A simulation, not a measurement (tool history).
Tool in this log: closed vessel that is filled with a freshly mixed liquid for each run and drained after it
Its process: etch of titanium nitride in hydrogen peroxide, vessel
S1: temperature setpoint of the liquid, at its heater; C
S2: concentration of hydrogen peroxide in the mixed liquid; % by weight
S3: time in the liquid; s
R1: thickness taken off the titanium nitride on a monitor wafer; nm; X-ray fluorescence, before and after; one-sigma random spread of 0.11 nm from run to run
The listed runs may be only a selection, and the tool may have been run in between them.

run    day    S1  S2   S3       R1
  1  0.000  46.0  22  240   9.8209
  2  0.083  47.5  22  240  11.0410
  3  0.212  48.5  22  240  11.8420
  4  0.258  49.5  22  240  12.6770
  5  0.558  49.5  22  255  13.5580
  6  0.738  49.5  22  255  13.5250
     0.854  -- new drum of peroxide connected
  7  0.854  50.0  22  255  14.3050

Forecast run 8:
  8  0.975  50.5  22  255   ?

{"run 8": {"R1": 14.637}}
